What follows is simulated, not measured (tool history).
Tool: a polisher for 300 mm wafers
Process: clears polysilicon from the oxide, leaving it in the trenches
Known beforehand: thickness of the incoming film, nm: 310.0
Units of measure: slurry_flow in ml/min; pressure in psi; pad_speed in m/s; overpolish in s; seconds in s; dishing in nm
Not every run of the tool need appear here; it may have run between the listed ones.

| run | day | slurry_flow | pressure | pad_speed | overpolish | seconds | dishing |
|---|---|---|---|---|---|---|---|
| 1 | 0 | 205 | 1.7 | 0.88 | 18 | 36.243 | 65.416 |
| 2 | 0.258 | 250 | 1.7 | 0.88 | 18 | 34.779 | 64.744 |
| 3 | 0.283 | 250 | 1.6 | 0.88 | 17 | 36.868 | 64.438 |
| 4 | 0.596 | 255 | 1.5 | 0.84 | 15 | 41.742 | 57.599 |
| 5 | 0.954 | 255 | 1.5 | 0.84 | 8 | 41.099 | 41.274 |
| 6 | 1.121 | 255 | 1.5 | 0.66 | 8 | 53.291 | 35.287 |
| 7 | 1.354 | 255 | 1.4 | 0.68 | 9 | 52.705 | 38.259 |
| 8 | 1.379 | 255 | 1.3 | 0.68 | 10 | 57.766 | 37.908 |

Run 9 is up next; what results do you expect?
| 9 | 1.517 | 255 | 1.3 | 0.68 | 11 | ? | ? |

{"run 9": {"seconds": 59.074, "dishing": 41.351}}

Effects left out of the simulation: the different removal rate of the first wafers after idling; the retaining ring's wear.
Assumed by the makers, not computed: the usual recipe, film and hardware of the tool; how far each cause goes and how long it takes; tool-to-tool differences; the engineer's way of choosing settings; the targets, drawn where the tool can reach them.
